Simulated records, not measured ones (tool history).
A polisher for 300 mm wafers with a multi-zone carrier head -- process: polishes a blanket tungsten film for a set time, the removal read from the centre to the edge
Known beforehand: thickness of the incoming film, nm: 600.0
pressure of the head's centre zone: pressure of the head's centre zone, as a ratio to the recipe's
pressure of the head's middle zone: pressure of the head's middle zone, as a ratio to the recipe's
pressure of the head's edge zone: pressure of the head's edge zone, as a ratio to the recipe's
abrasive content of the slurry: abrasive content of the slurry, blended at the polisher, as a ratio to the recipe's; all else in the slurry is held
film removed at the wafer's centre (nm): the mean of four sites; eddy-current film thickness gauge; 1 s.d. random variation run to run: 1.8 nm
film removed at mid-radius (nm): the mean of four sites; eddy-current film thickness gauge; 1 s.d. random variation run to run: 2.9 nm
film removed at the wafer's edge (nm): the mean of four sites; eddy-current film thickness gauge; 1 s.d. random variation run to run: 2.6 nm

run	hour	flow of slurry (ml/min)	pressure of the head's centre zone	pressure of the head's middle zone	pressure of the head's edge zone	abrasive content of the slurry	polishing time (s)	film removed at the wafer's centre (nm)	film removed at mid-radius (nm)	film removed at the wafer's edge (nm)
1	0	255	1	1	1	1	54	177.25	177.69	182.18
2	8.1	255	0.98	1.01	1.02	1.05	55	177.94	187.07	188.33
3	12.8	255	0.96	1	1.04	1.1	56	183.46	190.37	196.97
4	17.4	255	0.94	1.01	1.06	1.15	57	179.27	193.97	201.71
5	19.4	255	0.94	0.97	1.06	1.15	57	181.34	190.46	203.99
6	20.9	255	1	0.97	1.06	1.15	57	193.9	189.64	200.1

What does the tool deliver on the next run?
7	26.1	260	0.98	0.98	1.07	1.2	58	?	?	?

film removed at the wafer's centre (nm): 196.32
film removed at mid-radius (nm): 198.8
film removed at the wafer's edge (nm): 208.71

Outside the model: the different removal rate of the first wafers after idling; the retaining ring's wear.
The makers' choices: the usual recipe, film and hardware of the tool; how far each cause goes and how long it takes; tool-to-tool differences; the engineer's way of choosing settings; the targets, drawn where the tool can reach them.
